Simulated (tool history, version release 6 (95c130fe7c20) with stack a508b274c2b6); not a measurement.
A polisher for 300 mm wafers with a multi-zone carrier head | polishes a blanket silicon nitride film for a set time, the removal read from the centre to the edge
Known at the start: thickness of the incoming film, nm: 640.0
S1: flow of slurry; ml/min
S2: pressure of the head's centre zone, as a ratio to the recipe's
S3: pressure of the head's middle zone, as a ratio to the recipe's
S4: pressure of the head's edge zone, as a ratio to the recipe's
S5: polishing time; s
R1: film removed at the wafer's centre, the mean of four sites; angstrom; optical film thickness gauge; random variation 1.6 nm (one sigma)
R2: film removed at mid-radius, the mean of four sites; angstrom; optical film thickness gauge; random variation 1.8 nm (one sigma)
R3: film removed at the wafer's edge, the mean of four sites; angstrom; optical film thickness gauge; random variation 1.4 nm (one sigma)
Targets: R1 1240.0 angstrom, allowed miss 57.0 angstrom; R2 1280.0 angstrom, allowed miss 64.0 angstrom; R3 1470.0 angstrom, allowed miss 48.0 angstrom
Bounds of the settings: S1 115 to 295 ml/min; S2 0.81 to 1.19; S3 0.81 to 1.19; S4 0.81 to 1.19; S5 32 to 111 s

| run | day | S1 | S2 | S3 | S4 | S5 | R1 | R2 | R3 |
|---|---|---|---|---|---|---|---|---|---|
| 1 | 0.000 | 190 | 1.00 | 1.00 | 1.00 | 71 | 1107.6 | 1163.3 | 1132.2 |
| 2 | 0.029 | 190 | 0.99 | 0.99 | 1.03 | 73 | 1095.0 | 1177.5 | 1178.4 |
| 3 | 0.121 | 190 | 0.99 | 1.07 | 1.03 | 73 | 1137.6 | 1296.0 | 1170.9 |
| 4 | 0.179 | 190 | 1.06 | 1.07 | 1.03 | 73 | 1207.1 | 1241.0 | 1183.7 |
| 5 | 0.425 | 190 | 1.06 | 1.07 | 0.99 | 73 | 1203.4 | 1259.0 | 1173.3 |
| 6 | 0.471 | 190 | 1.04 | 1.05 | 1.02 | 75 | 1237.0 | 1261.1 | 1203.4 |
| 7 | 0.812 | 190 | 1.02 | 1.03 | 1.04 | 77 | 1250.9 | 1292.8 | 1239.9 |
| 8 | 1.025 | 190 | 0.99 | 1.00 | 1.06 | 79 | 1236.9 | 1271.0 | 1291.8 |
| 9 | 1.054 | 190 | 0.99 | 1.00 | 1.06 | 79 | 1219.5 | 1259.5 | 1289.4 |
| 10 | 1.133 | 190 | 0.98 | 0.99 | 1.08 | 80 | 1243.2 | 1267.5 | 1308.2 |

Which of these 5 next moves meets every target?
| A | 1.212 | 210 | 0.88 | 0.87 | 1.14 | 87 | ? | ? | ? |
| B | 1.212 | 175 | 0.99 | 1.02 | 1.03 | 78 | ? | ? | ? |
| C | 1.212 | 220 | 1.19 | 1.19 | 1.03 | 68 | ? | ? | ? |
| D | 1.212 | 175 | 0.86 | 0.95 | 1.18 | 92 | ? | ? | ? |
| E | 1.212 | 155 | 0.98 | 0.99 | 1.10 | 83 | ? | ? | ? |

| move | R1 | R2 | R3 |
|---|---|---|---|
| A | 1214.6 | 1283.0 | 1480.2 |
| B | 1193.2 | 1280.6 | 1239.6 |
| C | 1298.1 | 1312.9 | 1103.3 |
| D | 1220.5 | 1423.3 | 1560.5 |
| E | 1229.9 | 1303.6 | 1341.7 |
A: meets every target
B: further off than the last run
C: further off than the last run
D: takes the result that was furthest off past its target
E: nearer than the last run, and not there yet
The right move is A.
